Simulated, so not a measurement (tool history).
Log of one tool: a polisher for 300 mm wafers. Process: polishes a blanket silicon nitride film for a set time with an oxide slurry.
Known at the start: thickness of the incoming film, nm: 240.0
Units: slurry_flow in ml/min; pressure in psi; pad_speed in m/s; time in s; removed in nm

run 1 day=0 | slurry_flow=225 pressure=3.4 pad_speed=1.04 slurry_solids=1 time=29 | removed=20.498
run 2 day=0.208 | slurry_flow=225 pressure=4.1 pad_speed=1.04 slurry_solids=1 time=29 | removed=24.393
run 3 day=0.4 | slurry_flow=225 pressure=3.5 pad_speed=1.02 slurry_solids=1 time=29 | removed=20.826
run 4 day=0.5 | slurry_flow=225 pressure=3.5 pad_speed=1.02 slurry_solids=0.8 time=29 | removed=18.724
run 5 day=0.829 | slurry_flow=225 pressure=3.5 pad_speed=1.02 slurry_solids=0.8 time=29 | removed=18.598
run 6 day=1.075 | slurry_flow=225 pressure=3.2 pad_speed=1.02 slurry_solids=0.8 time=29 | removed=16.994
run 7 day=1.35 | slurry_flow=225 pressure=3.1 pad_speed=1.02 slurry_solids=0.8 time=29 | removed=16.774

Forecast run 8:
run 8 day=1.562 | slurry_flow=225 pressure=3 pad_speed=1.02 slurry_solids=0.8 time=29 | removed=?

{"run 8": {"removed": 16.281}}
